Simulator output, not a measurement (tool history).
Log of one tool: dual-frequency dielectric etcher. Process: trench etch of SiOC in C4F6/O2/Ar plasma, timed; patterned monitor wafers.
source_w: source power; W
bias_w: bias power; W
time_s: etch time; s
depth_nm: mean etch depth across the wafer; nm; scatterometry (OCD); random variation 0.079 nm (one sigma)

run	hour	source_w	bias_w	time_s	depth_nm
1	0	440	203	11.5	25.656
2	7.2	440	184	11.5	25.022
3	10.5	440	184	11.5	25.027
4	17.7	440	184	11.5	25.064
5	26.5	430	182	11.5	24.533
6	29.8	430	182	11.5	24.524
7	33.2	430	181	11.5	24.422
8	37.3	430	180	11.5	24.638
# hour 39.2: wet clean of the chamber
9	39.2	420	179	11.5	25.171

The next listed run, before its measurement:
10	39.9	430	175	11.5	?

{"run 10": {"depth_nm": 25.262}}

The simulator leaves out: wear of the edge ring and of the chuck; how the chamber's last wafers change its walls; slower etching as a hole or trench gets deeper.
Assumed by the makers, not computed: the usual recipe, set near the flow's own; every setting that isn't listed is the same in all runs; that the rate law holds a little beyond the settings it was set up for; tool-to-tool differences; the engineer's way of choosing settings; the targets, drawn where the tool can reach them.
